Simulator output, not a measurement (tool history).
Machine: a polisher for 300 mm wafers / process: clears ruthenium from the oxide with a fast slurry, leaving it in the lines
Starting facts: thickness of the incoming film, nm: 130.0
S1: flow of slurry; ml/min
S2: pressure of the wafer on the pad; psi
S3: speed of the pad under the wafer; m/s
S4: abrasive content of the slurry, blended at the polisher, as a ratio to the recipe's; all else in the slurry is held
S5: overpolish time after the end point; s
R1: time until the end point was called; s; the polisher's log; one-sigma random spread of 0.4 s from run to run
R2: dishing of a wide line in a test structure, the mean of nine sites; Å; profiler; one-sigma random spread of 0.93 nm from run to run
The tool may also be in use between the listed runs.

Run 1, hour 0.0: S1 160 ml/min, S2 2.1 psi, S3 0.90 m/s, S4 1.0, S5 24 s. Result: R1 40.460 s, R2 563.27 Å.
Run 2, hour 5.0: S1 160 ml/min, S2 2.4 psi, S3 0.90 m/s, S4 1.0, S5 19 s. Result: R1 34.298 s, R2 524.68 Å.
Run 3, hour 10.5: S1 160 ml/min, S2 2.6 psi, S3 0.90 m/s, S4 1.0, S5 17 s. Result: R1 32.621 s, R2 513.23 Å.
Run 4, hour 15.0: S1 160 ml/min, S2 2.8 psi, S3 0.90 m/s, S4 1.0, S5 15 s. Result: R1 29.366 s, R2 508.55 Å.
At hour 22.7: head pressure recalibrated.
Run 5, hour 22.7: S1 160 ml/min, S2 2.3 psi, S3 0.90 m/s, S4 1.0, S5 15 s. Result: R1 40.019 s, R2 406.46 Å.
Run 6, hour 27.6: S1 165 ml/min, S2 2.5 psi, S3 0.90 m/s, S4 1.0, S5 14 s. Result: R1 37.478 s, R2 399.48 Å.
Run 7, hour 33.3: S1 150 ml/min, S2 2.7 psi, S3 0.90 m/s, S4 1.0, S5 13 s. Result: R1 34.821 s, R2 382.93 Å.
Run 8, hour 38.9: S1 165 ml/min, S2 2.8 psi, S3 0.90 m/s, S4 1.0, S5 12 s. Result: R1 32.757 s, R2 403.76 Å.

Forecast run 9:
Run 9, hour 43.4: S1 190 ml/min, S2 3.2 psi, S3 0.92 m/s, S4 1.0, S5 12 s. Result: R1 ?, R2 ?.

R1: 28.253 s
R2: 430.10 Å
